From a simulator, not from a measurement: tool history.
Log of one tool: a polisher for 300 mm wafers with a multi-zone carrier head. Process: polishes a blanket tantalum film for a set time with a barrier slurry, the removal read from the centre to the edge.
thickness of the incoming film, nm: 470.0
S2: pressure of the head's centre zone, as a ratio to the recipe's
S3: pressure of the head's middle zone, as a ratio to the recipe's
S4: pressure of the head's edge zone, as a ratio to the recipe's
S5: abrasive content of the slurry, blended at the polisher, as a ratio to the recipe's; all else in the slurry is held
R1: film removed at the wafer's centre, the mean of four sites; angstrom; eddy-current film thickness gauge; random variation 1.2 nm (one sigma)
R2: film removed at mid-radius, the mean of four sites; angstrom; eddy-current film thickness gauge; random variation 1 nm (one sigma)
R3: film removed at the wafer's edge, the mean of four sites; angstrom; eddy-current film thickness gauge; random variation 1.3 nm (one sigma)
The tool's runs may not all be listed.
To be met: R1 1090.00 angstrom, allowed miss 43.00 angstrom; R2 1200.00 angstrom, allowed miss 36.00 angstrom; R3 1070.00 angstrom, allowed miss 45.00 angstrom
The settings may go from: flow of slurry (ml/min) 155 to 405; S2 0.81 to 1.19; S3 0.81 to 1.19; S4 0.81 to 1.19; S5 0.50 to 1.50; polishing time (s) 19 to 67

run 1 hour=0.0 | flow_of_slurry_(ml/min)=260 S2=1.00 S3=1.00 S4=1.00 S5=1.00 polishing_time_(s)=43 | R1=793.70 R2=818.12 R3=837.99
run 2 hour=8.1 | flow_of_slurry_(ml/min)=270 S2=1.03 S3=1.06 S4=1.02 S5=1.15 polishing_time_(s)=44 | R1=899.65 R2=944.88 R3=916.41
run 3 hour=15.4 | flow_of_slurry_(ml/min)=280 S2=1.05 S3=1.10 S4=1.05 S5=1.20 polishing_time_(s)=44 | R1=905.15 R2=976.71 R3=940.88
run 4 hour=20.2 | flow_of_slurry_(ml/min)=280 S2=1.00 S3=1.10 S4=1.05 S5=1.20 polishing_time_(s)=44 | R1=875.60 R2=985.97 R3=942.12
run 5 hour=24.5 | flow_of_slurry_(ml/min)=280 S2=1.00 S3=1.10 S4=1.05 S5=1.00 polishing_time_(s)=44 | R1=835.56 R2=902.79 R3=869.53
run 6 hour=32.1 | flow_of_slurry_(ml/min)=280 S2=1.00 S3=1.10 S4=1.05 S5=1.00 polishing_time_(s)=40 | R1=750.39 R2=826.63 R3=804.81
run 7 hour=39.1 | flow_of_slurry_(ml/min)=290 S2=1.04 S3=1.12 S4=1.05 S5=1.15 polishing_time_(s)=42 | R1=865.90 R2=935.00 R3=887.67
run 8 hour=45.0 | flow_of_slurry_(ml/min)=295 S2=1.06 S3=1.14 S4=1.05 S5=1.25 polishing_time_(s)=43 | R1=921.45 R2=987.83 R3=926.35
run 9 hour=52.2 | flow_of_slurry_(ml/min)=295 S2=1.07 S3=1.15 S4=1.04 S5=1.35 polishing_time_(s)=44 | R1=947.36 R2=1031.00 R3=979.82
run 10 hour=59.4 | flow_of_slurry_(ml/min)=300 S2=1.08 S3=1.16 S4=1.00 S5=1.40 polishing_time_(s)=46 | R1=1026.80 R2=1117.40 R3=1020.80
run 11 hour=65.7 | flow_of_slurry_(ml/min)=305 S2=1.08 S3=1.17 S4=1.00 S5=1.45 polishing_time_(s)=46 | R1=1029.60 R2=1166.20 R3=1017.70
run 12 hour=72.0 | flow_of_slurry_(ml/min)=310 S2=1.09 S3=1.17 S4=1.01 S5=1.45 polishing_time_(s)=46 | R1=1065.20 R2=1151.40 R3=1008.70
run 13 hour=75.0 | flow_of_slurry_(ml/min)=305 S2=1.09 S3=1.17 S4=1.02 S5=1.45 polishing_time_(s)=46 | R1=1034.90 R2=1142.90 R3=1013.10

Which of these 4 next moves meets every target?
run A hour=78.0 | flow_of_slurry_(ml/min)=255 S2=1.07 S3=1.04 S4=1.01 S5=1.45 polishing_time_(s)=48 | R1=? R2=? R3=?
run B hour=78.0 | flow_of_slurry_(ml/min)=400 S2=1.19 S3=1.05 S4=0.97 S5=1.45 polishing_time_(s)=44 | R1=? R2=? R3=?
run C hour=78.0 | flow_of_slurry_(ml/min)=320 S2=1.14 S3=1.12 S4=0.88 S5=1.40 polishing_time_(s)=45 | R1=? R2=? R3=?
run D hour=78.0 | flow_of_slurry_(ml/min)=330 S2=1.09 S3=1.17 S4=1.01 S5=1.35 polishing_time_(s)=49 | R1=? R2=? R3=?

move=A R1=1050.20 R2=1049.20 R3=1041.80
move=B R1=1094.20 R2=1012.50 R3=968.26
move=C R1=1052.40 R2=1064.70 R3=923.91
move=D R1=1101.70 R2=1196.00 R3=1064.90
A: further off than the last run
B: further off than the last run
C: further off than the last run
D: meets every target
Move D is the one to make.
